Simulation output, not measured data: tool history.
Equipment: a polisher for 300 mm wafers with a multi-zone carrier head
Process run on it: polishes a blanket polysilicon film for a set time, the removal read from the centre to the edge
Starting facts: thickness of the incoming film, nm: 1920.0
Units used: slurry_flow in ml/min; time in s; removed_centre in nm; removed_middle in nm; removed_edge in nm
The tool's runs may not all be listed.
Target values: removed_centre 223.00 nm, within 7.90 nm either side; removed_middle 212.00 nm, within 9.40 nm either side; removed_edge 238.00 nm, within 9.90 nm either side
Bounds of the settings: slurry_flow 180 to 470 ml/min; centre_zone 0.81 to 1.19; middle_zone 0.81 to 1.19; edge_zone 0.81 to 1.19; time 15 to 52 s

{"run": 1, "hour": 0.0, "slurry_flow": 300, "centre_zone": 1.0, "middle_zone": 1.0, "edge_zone": 1.0, "time": 33, "removed_centre": 191.46, "removed_middle": 193.24, "removed_edge": 189.58}
{"run": 2, "hour": 8.6, "slurry_flow": 300, "centre_zone": 1.0, "middle_zone": 1.0, "edge_zone": 1.0, "time": 29, "removed_centre": 167.48, "removed_middle": 169.47, "removed_edge": 165.25}
{"run": 3, "hour": 10.9, "slurry_flow": 300, "centre_zone": 1.0, "middle_zone": 1.0, "edge_zone": 1.0, "time": 24, "removed_centre": 138.79, "removed_middle": 142.11, "removed_edge": 143.2}
{"run": 4, "hour": 15.4, "slurry_flow": 300, "centre_zone": 1.0, "middle_zone": 0.99, "edge_zone": 1.03, "time": 27, "removed_centre": 153.02, "removed_middle": 155.15, "removed_edge": 156.94}
{"run": 5, "hour": 17.5, "slurry_flow": 300, "centre_zone": 1.0, "middle_zone": 0.99, "edge_zone": 1.03, "time": 35, "removed_centre": 202.71, "removed_middle": 203.22, "removed_edge": 209.33}
{"run": 6, "hour": 18.6, "slurry_flow": 300, "centre_zone": 1.0, "middle_zone": 0.99, "edge_zone": 1.1, "time": 35, "removed_centre": 201.95, "removed_middle": 203.34, "removed_edge": 214.11}
{"run": 7, "hour": 21.0, "slurry_flow": 300, "centre_zone": 1.0, "middle_zone": 0.99, "edge_zone": 1.1, "time": 35, "removed_centre": 203.81, "removed_middle": 200.25, "removed_edge": 214.0}
{"run": 8, "hour": 25.7, "slurry_flow": 305, "centre_zone": 1.0, "middle_zone": 0.99, "edge_zone": 1.12, "time": 35, "removed_centre": 203.11, "removed_middle": 204.07, "removed_edge": 216.91}
{"run": 9, "hour": 26.6, "slurry_flow": 310, "centre_zone": 1.01, "middle_zone": 0.99, "edge_zone": 1.13, "time": 35, "removed_centre": 205.44, "removed_middle": 204.26, "removed_edge": 211.92}
{"run": 10, "hour": 30.9, "slurry_flow": 305, "centre_zone": 1.01, "middle_zone": 0.98, "edge_zone": 1.13, "time": 36, "removed_centre": 212.89, "removed_middle": 207.12, "removed_edge": 221.18}
{"run": 11, "hour": 32.2, "slurry_flow": 300, "centre_zone": 1.01, "middle_zone": 0.97, "edge_zone": 1.14, "time": 36, "removed_centre": 209.15, "removed_middle": 207.84, "removed_edge": 226.96}
{"run": 12, "hour": 38.8, "slurry_flow": 300, "centre_zone": 1.02, "middle_zone": 0.96, "edge_zone": 1.14, "time": 36, "removed_centre": 209.22, "removed_middle": 207.08, "removed_edge": 224.42}
{"run": 13, "hour": 46.4, "slurry_flow": 305, "centre_zone": 1.03, "middle_zone": 0.95, "edge_zone": 1.15, "time": 36, "removed_centre": 213.04, "removed_middle": 204.1, "removed_edge": 228.28}

Pick the move, out of 5, that brings all results within their allowed miss; only one does.
{"run": "A", "hour": 54.0, "slurry_flow": 310, "centre_zone": 1.01, "middle_zone": 0.99, "edge_zone": 1.19, "time": 35, "removed_centre": "?", "removed_middle": "?", "removed_edge": "?"}
{"run": "B", "hour": 54.0, "slurry_flow": 255, "centre_zone": 0.95, "middle_zone": 0.94, "edge_zone": 1.19, "time": 37, "removed_centre": "?", "removed_middle": "?", "removed_edge": "?"}
{"run": "C", "hour": 54.0, "slurry_flow": 345, "centre_zone": 1.0, "middle_zone": 0.93, "edge_zone": 1.14, "time": 38, "removed_centre": "?", "removed_middle": "?", "removed_edge": "?"}
{"run": "D", "hour": 54.0, "slurry_flow": 360, "centre_zone": 0.94, "middle_zone": 1.07, "edge_zone": 1.16, "time": 33, "removed_centre": "?", "removed_middle": "?", "removed_edge": "?"}
{"run": "E", "hour": 54.0, "slurry_flow": 345, "centre_zone": 1.14, "middle_zone": 0.93, "edge_zone": 1.15, "time": 35, "removed_centre": "?", "removed_middle": "?", "removed_edge": "?"}

move=A removed_centre=203.92 removed_middle=207.95 removed_edge=224.97
move=B removed_centre=198.26 removed_middle=206.45 removed_edge=234.45
move=C removed_centre=221.36 removed_middle=216.28 removed_edge=240.93
move=D removed_centre=181.48 removed_middle=212.22 removed_edge=211.24
move=E removed_centre=232.65 removed_middle=199.06 removed_edge=222.88
A: lands further from the targets than the last run did
B: lands further from the targets than the last run did
C: every result within its allowed miss
D: lands further from the targets than the last run did
E: carries the result that was furthest off beyond its target, to the other side
Move C is the one to make.

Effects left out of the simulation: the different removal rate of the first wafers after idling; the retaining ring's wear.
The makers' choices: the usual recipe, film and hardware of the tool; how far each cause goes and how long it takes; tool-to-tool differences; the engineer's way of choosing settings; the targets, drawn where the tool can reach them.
